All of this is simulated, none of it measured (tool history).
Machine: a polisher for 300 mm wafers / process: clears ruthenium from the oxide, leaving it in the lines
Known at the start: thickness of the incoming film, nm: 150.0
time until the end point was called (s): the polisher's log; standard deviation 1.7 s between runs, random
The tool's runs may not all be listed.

run	hour	flow of slurry (ml/min)	pressure of the wafer on the pad (psi)	speed of the pad under the wafer (cm/s)	overpolish time after the end point (s)	time until the end point was called (s)
1	0	220	2.5	106	11	89.802
2	7.3	220	2.5	106	8	89.202
3	11.5	220	2	102	8	113.42
4	17.4	220	1.7	100	8	136.08
5	25	220	1.7	114	8	122.09
6	29.3	220	1.7	88	8	147.67
7	33.4	220	1.6	88	8	154.22

What will run 8 give?
8	38.9	220	1.5	88	8	?

{"run 8": {"time until the end point was called (s)": 163.32}}
